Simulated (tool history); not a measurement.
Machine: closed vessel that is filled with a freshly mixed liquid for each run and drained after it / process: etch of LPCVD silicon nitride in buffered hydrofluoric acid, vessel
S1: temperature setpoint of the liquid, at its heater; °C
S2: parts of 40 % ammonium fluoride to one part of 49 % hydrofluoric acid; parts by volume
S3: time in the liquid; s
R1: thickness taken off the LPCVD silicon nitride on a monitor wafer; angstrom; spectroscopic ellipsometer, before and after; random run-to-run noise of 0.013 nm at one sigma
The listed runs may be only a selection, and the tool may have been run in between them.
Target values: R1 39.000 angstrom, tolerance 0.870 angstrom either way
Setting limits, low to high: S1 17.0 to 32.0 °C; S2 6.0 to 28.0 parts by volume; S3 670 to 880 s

run	day	S1	S2	S3	R1
1	0.000	24.0	17.0	880	61.381
2	0.050	24.0	21.5	880	49.865
3	0.350	22.5	21.5	880	45.614
4	0.400	21.5	21.5	880	43.330
5	0.533	21.5	17.5	880	52.058
6	0.854	23.0	17.5	880	56.308
7	1.212	21.0	18.0	880	48.938
8	1.367	20.0	18.0	880	46.554
9	1.512	17.0	18.5	880	38.196

Exercise: of the 5 proposed moves below, exactly one satisfies all targets within the stated allowed misses. Which move is it?
A	1.658	21.0	18.0	670	?
B	1.658	17.5	18.0	805	?
C	1.658	18.0	19.0	840	?
D	1.658	17.0	17.0	820	?
E	1.658	17.0	18.5	845	?

move	R1
A	37.239
B	36.727
C	37.379
D	38.469
E	36.465
A: further off than the last run
B: further off than the last run
C: further off than the last run
D: each result inside its tolerance
E: further off than the last run
So the answer is move D, the one that meets all the targets.
